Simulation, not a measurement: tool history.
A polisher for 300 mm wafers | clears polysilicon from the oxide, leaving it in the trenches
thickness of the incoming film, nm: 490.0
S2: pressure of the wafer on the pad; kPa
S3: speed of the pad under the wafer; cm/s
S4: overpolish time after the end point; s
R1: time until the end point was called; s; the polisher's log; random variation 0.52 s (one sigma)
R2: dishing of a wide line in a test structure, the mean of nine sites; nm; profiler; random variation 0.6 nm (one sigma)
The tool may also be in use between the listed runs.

run 1 day=0 | flow_of_slurry_(ml/min)=175 S2=13.8 S3=128 S4=10 | R1=33.76 R2=60.868
run 2 day=0.029 | flow_of_slurry_(ml/min)=175 S2=13.8 S3=128 S4=12 | R1=33.724 R2=64.291
run 3 day=0.404 | flow_of_slurry_(ml/min)=170 S2=11.7 S3=128 S4=12 | R1=40.347 R2=61.817
run 4 day=0.512 | flow_of_slurry_(ml/min)=170 S2=11.7 S3=140 S4=12 | R1=37.368 R2=61.659
run 5 day=0.625 | flow_of_slurry_(ml/min)=165 S2=10.3 S3=140 S4=12 | R1=41.143 R2=60.047
run 6 day=0.692 | flow_of_slurry_(ml/min)=165 S2=13.1 S3=140 S4=12 | R1=32.965 R2=63.202
run 7 day=0.996 | flow_of_slurry_(ml/min)=160 S2=11.7 S3=140 S4=12 | R1=37.561 R2=62.255
run 8 day=1.192 | flow_of_slurry_(ml/min)=150 S2=10.3 S3=140 S4=12 | R1=42.085 R2=59.568

Run 9 comes next. What will it give?
run 9 day=1.238 | flow_of_slurry_(ml/min)=145 S2=9.7 S3=140 S4=12 | R1=? R2=?

{"run 9": {"R1": 45.283, "R2": 59.206}}
